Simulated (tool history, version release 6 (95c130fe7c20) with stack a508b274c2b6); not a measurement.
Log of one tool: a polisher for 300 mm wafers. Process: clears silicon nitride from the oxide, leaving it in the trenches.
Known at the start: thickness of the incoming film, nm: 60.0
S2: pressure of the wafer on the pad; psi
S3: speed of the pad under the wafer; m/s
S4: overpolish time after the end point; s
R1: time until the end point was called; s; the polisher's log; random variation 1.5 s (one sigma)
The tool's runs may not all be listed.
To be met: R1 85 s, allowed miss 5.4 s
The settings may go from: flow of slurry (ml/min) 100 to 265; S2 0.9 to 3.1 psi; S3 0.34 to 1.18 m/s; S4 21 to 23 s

run 1 hour=0 | flow_of_slurry_(ml/min)=170 S2=2 S3=0.76 S4=21 | R1=140.5
run 2 hour=7.8 | flow_of_slurry_(ml/min)=170 S2=1.5 S3=0.76 S4=21 | R1=172.33
run 3 hour=16.2 | flow_of_slurry_(ml/min)=170 S2=1.9 S3=0.78 S4=21 | R1=143.09
run 4 hour=20.6 | flow_of_slurry_(ml/min)=150 S2=1.9 S3=0.78 S4=21 | R1=142.79
run 5 hour=24.5 | flow_of_slurry_(ml/min)=150 S2=1.9 S3=0.78 S4=21 | R1=146.7
run 6 hour=27.7 | flow_of_slurry_(ml/min)=150 S2=1.9 S3=0.62 S4=21 | R1=181.22
run 7 hour=30.4 | flow_of_slurry_(ml/min)=150 S2=1.9 S3=0.62 S4=21 | R1=184.11
run 8 hour=37.3 | flow_of_slurry_(ml/min)=150 S2=2.2 S3=0.68 S4=21 | R1=150.37
run 9 hour=41.2 | flow_of_slurry_(ml/min)=150 S2=2.4 S3=0.72 S4=21 | R1=133.17

Which of these 4 next moves meets every target?
run A hour=45.1 | flow_of_slurry_(ml/min)=175 S2=2.2 S3=0.52 S4=21 | R1=?
run B hour=45.1 | flow_of_slurry_(ml/min)=135 S2=2.8 S3=1 S4=21 | R1=?
run C hour=45.1 | flow_of_slurry_(ml/min)=145 S2=1.7 S3=0.58 S4=21 | R1=?
run D hour=45.1 | flow_of_slurry_(ml/min)=110 S2=2.2 S3=0.48 S4=21 | R1=?

move=A R1=188.94
move=B R1=85.809
move=C R1=217.35
move=D R1=225.31
A: further off than the last run
B: meets every target
C: further off than the last run
D: further off than the last run
The right move is B.
